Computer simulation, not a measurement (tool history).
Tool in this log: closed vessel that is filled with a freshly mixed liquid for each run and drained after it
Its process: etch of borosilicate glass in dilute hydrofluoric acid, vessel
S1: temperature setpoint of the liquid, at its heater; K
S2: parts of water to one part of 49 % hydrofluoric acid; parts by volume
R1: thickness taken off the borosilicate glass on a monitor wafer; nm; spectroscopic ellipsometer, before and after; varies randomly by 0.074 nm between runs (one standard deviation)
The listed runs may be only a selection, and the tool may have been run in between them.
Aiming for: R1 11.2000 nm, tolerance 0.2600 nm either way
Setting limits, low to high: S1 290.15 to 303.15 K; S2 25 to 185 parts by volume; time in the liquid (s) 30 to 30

{"run": 1, "hour": 0.0, "S1": 295.15, "S2": 105, "time in the liquid (s)": 30, "R1": 6.5111}
{"run": 2, "hour": 4.7, "S1": 295.15, "S2": 105, "time in the liquid (s)": 30, "R1": 6.4199}
{"run": 3, "hour": 8.7, "S1": 295.15, "S2": 105, "time in the liquid (s)": 30, "R1": 6.4716}
{"run": 4, "hour": 14.0, "S1": 295.15, "S2": 120, "time in the liquid (s)": 30, "R1": 5.5905}
{"run": 5, "hour": 17.5, "S1": 293.15, "S2": 120, "time in the liquid (s)": 30, "R1": 5.1944}
{"run": 6, "hour": 26.3, "S1": 293.15, "S2": 120, "time in the liquid (s)": 30, "R1": 5.1687}
{"run": 7, "hour": 27.3, "S1": 295.15, "S2": 110, "time in the liquid (s)": 30, "R1": 6.1581}
{"run": 8, "hour": 35.5, "S1": 296.65, "S2": 105, "time in the liquid (s)": 30, "R1": 6.9507}
{"run": 9, "hour": 40.3, "S1": 297.65, "S2": 100, "time in the liquid (s)": 30, "R1": 7.6088}
{"run": 10, "hour": 46.7, "S1": 298.65, "S2": 95, "time in the liquid (s)": 30, "R1": 8.3879}

Exactly one of the 4 candidate moves below puts every result within its allowed miss. Which one?
{"run": "A", "hour": 53.1, "S1": 299.65, "S2": 75, "time in the liquid (s)": 30, "R1": "?"}
{"run": "B", "hour": 53.1, "S1": 296.65, "S2": 70, "time in the liquid (s)": 30, "R1": "?"}
{"run": "C", "hour": 53.1, "S1": 300.15, "S2": 80, "time in the liquid (s)": 30, "R1": "?"}
{"run": "D", "hour": 53.1, "S1": 294.15, "S2": 65, "time in the liquid (s)": 30, "R1": "?"}

move=A R1=11.3060
move=B R1=10.8250
move=C R1=10.7290
move=D R1=10.5960
A: every result lands within tolerance
B: nearer than the last run, and not there yet
C: nearer than the last run, and not there yet
D: nearer than the last run, and not there yet
Move A is the one to make.

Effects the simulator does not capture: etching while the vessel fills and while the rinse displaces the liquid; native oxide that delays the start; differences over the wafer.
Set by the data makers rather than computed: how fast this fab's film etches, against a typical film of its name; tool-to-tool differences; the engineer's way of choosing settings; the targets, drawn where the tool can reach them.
